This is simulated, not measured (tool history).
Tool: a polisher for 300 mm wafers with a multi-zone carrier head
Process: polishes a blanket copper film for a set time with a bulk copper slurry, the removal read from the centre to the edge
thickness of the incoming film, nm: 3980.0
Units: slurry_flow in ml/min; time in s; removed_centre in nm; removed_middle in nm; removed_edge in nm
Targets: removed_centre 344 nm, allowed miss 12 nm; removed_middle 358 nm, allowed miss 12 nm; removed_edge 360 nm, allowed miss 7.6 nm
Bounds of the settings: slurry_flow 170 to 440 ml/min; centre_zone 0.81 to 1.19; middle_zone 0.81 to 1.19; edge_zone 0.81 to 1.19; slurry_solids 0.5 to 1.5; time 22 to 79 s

{"run": 1, "hour": 0.0, "slurry_flow": 280, "centre_zone": 1, "middle_zone": 1, "edge_zone": 1, "slurry_solids": 1, "time": 50, "removed_centre": 609.96, "removed_middle": 601.73, "removed_edge": 623.44}
{"run": 2, "hour": 8.9, "slurry_flow": 280, "centre_zone": 1, "middle_zone": 1, "edge_zone": 1, "slurry_solids": 1, "time": 42, "removed_centre": 504.6, "removed_middle": 506.22, "removed_edge": 529.57}
{"run": 3, "hour": 15.0, "slurry_flow": 275, "centre_zone": 0.99, "middle_zone": 1, "edge_zone": 0.98, "slurry_solids": 0.95, "time": 41, "removed_centre": 489.57, "removed_middle": 494.17, "removed_edge": 498.35}
{"run": 4, "hour": 23.4, "slurry_flow": 275, "centre_zone": 0.99, "middle_zone": 1, "edge_zone": 1.04, "slurry_solids": 0.95, "time": 41, "removed_centre": 488.97, "removed_middle": 496.94, "removed_edge": 516.76}
{"run": 5, "hour": 25.5, "slurry_flow": 275, "centre_zone": 0.99, "middle_zone": 0.97, "edge_zone": 1.04, "slurry_solids": 0.95, "time": 41, "removed_centre": 486.14, "removed_middle": 474.41, "removed_edge": 519.34}
{"run": 6, "hour": 29.7, "slurry_flow": 275, "centre_zone": 0.99, "middle_zone": 0.97, "edge_zone": 1.04, "slurry_solids": 0.8, "time": 41, "removed_centre": 461.24, "removed_middle": 459.91, "removed_edge": 498.19}
{"run": 7, "hour": 36.2, "slurry_flow": 270, "centre_zone": 0.98, "middle_zone": 0.96, "edge_zone": 1.01, "slurry_solids": 0.75, "time": 40, "removed_centre": 445.1, "removed_middle": 442.38, "removed_edge": 467.85}
{"run": 8, "hour": 41.0, "slurry_flow": 220, "centre_zone": 0.88, "middle_zone": 0.86, "edge_zone": 0.91, "slurry_solids": 0.5, "time": 37, "removed_centre": 344.4, "removed_middle": 331.44, "removed_edge": 374.5}
{"run": 9, "hour": 46.7, "slurry_flow": 220, "centre_zone": 0.88, "middle_zone": 0.87, "edge_zone": 0.9, "slurry_solids": 0.5, "time": 37, "removed_centre": 342.26, "removed_middle": 334.14, "removed_edge": 367.78}

Which of these 4 next moves meets every target?
{"run": "A", "hour": 52.4, "slurry_flow": 240, "centre_zone": 0.91, "middle_zone": 0.81, "edge_zone": 0.89, "slurry_solids": 0.5, "time": 36, "removed_centre": "?", "removed_middle": "?", "removed_edge": "?"}
{"run": "B", "hour": 52.4, "slurry_flow": 280, "centre_zone": 0.82, "middle_zone": 0.87, "edge_zone": 0.86, "slurry_solids": 0.55, "time": 38, "removed_centre": "?", "removed_middle": "?", "removed_edge": "?"}
{"run": "C", "hour": 52.4, "slurry_flow": 180, "centre_zone": 0.92, "middle_zone": 0.81, "edge_zone": 0.93, "slurry_solids": 0.55, "time": 37, "removed_centre": "?", "removed_middle": "?", "removed_edge": "?"}
{"run": "D", "hour": 52.4, "slurry_flow": 245, "centre_zone": 0.89, "middle_zone": 0.93, "edge_zone": 0.85, "slurry_solids": 0.55, "time": 36, "removed_centre": "?", "removed_middle": "?", "removed_edge": "?"}

move=A removed_centre=342.11 removed_middle=313.25 removed_edge=361.94
move=B removed_centre=346.42 removed_middle=363.08 removed_edge=388.89
move=C removed_centre=343.08 removed_middle=313.06 removed_edge=373.76
move=D removed_centre=344.01 removed_middle=356.12 removed_edge=361.68
A: further off than the last run
B: brings the result that was furthest off to its target, and leaves another outside
C: further off than the last run
D: meets every target
Move D is the one to make.
